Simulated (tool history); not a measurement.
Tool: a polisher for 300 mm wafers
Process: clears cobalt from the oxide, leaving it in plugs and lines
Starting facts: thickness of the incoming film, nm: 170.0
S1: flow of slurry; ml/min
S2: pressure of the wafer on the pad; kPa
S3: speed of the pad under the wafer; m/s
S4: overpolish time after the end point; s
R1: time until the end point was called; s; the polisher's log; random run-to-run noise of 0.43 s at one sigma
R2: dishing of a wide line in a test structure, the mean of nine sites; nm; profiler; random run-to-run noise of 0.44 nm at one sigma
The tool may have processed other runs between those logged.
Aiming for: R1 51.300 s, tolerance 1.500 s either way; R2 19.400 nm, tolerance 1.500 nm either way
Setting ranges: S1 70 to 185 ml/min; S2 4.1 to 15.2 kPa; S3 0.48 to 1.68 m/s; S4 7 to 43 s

run,hour,S1,S2,S3,S4,R1,R2
1,0.0,120,9.7,1.08,22,54.565,35.949
2,7.6,95,9.7,1.08,22,56.688,38.309
3,14.7,95,9.7,1.08,31,57.507,41.399
4,22.6,70,9.7,1.08,31,60.075,39.917
5,27.7,70,9.7,1.08,26,60.164,37.849
6,28.4,70,9.7,1.08,22,60.126,36.264
7,33.0,80,9.7,1.08,19,58.550,34.514
8,40.2,80,9.7,1.08,19,57.931,33.379
9,42.3,80,9.7,1.08,16,58.747,30.900
10,49.1,80,9.7,1.08,14,59.066,29.012
11,55.0,80,9.7,1.08,14,58.741,29.333
12,56.1,80,9.7,1.08,13,59.206,28.029
13,60.0,80,9.7,1.08,12,59.002,25.441
14,66.0,80,9.7,1.08,11,58.637,24.722
15,68.8,80,9.7,1.08,11,58.640,23.243
16,76.3,85,9.7,1.08,10,57.403,23.023

Which of these 5 next moves meets every target?
A,83.8,70,8.3,1.32,10,?,?
B,83.8,70,10.3,1.10,9,?,?
C,83.8,85,8.3,1.10,14,?,?
D,83.8,75,10.3,1.12,10,?,?
E,83.8,140,11.7,0.96,7,?,?

move,R1,R2
A,56.303,23.335
B,56.060,21.728
C,65.053,26.553
D,54.441,23.878
E,51.545,19.204
A: moves toward the targets from the last run without getting all of them in spec
B: moves toward the targets from the last run without getting all of them in spec
C: its largest miss is bigger than the last run's
D: moves toward the targets from the last run without getting all of them in spec
E: in spec on every target
E meets every target.

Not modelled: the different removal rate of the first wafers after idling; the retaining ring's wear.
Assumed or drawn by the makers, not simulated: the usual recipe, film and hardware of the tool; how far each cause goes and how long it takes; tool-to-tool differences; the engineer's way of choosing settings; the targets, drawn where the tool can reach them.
